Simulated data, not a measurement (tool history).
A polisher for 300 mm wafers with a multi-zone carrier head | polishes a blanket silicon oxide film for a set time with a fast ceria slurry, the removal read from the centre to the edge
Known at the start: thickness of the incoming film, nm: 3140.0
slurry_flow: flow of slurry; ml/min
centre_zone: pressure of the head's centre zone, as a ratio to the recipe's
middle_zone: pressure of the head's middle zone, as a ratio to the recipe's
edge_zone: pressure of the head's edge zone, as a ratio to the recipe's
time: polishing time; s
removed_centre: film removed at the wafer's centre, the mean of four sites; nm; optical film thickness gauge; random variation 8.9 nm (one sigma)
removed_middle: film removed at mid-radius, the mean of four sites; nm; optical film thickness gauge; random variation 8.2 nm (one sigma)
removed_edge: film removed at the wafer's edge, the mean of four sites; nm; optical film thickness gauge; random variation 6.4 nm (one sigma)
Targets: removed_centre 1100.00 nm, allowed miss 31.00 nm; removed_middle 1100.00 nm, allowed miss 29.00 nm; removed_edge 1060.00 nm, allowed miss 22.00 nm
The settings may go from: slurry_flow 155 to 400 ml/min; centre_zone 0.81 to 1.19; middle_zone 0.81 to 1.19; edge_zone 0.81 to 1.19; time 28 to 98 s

run	hour	slurry_flow	centre_zone	middle_zone	edge_zone	time	removed_centre	removed_middle	removed_edge
1	0.0	255	1.00	1.00	1.00	63	825.74	810.43	805.79
2	5.5	275	1.03	1.04	1.06	67	909.73	891.41	890.55
3	9.5	275	1.03	1.09	1.06	67	896.60	913.39	897.53
4	13.1	275	1.03	1.09	0.98	67	897.95	915.87	853.44
5	20.2	275	1.03	1.03	0.98	67	908.88	882.33	857.47
6	24.1	295	1.05	1.08	1.03	69	952.41	941.57	906.59
7	32.9	300	1.07	1.11	1.07	71	1010.90	1014.60	940.05
8	34.1	345	1.06	1.08	1.17	76	1064.20	1066.40	1082.40

Which of these 5 next moves meets every target?
A	35.3	320	0.96	1.14	1.19	77	?	?	?
B	35.3	260	1.09	1.16	1.12	82	?	?	?
C	35.3	345	1.13	1.11	1.17	80	?	?	?
D	35.3	365	1.07	1.10	1.11	77	?	?	?
E	35.3	350	1.10	1.05	1.14	80	?	?	?

move	removed_centre	removed_middle	removed_edge
A	981.29	1124.90	1088.50
B	1163.70	1193.10	1107.30
C	1209.30	1148.20	1126.70
D	1106.90	1101.80	1059.10
E	1177.90	1096.40	1113.50
A: brings the result that was furthest off to its target, and leaves another outside
B: takes the result that was furthest off past its target
C: takes the result that was furthest off past its target
D: meets every target
E: brings the result that was furthest off to its target, and leaves another outside
Move D is the one to make.

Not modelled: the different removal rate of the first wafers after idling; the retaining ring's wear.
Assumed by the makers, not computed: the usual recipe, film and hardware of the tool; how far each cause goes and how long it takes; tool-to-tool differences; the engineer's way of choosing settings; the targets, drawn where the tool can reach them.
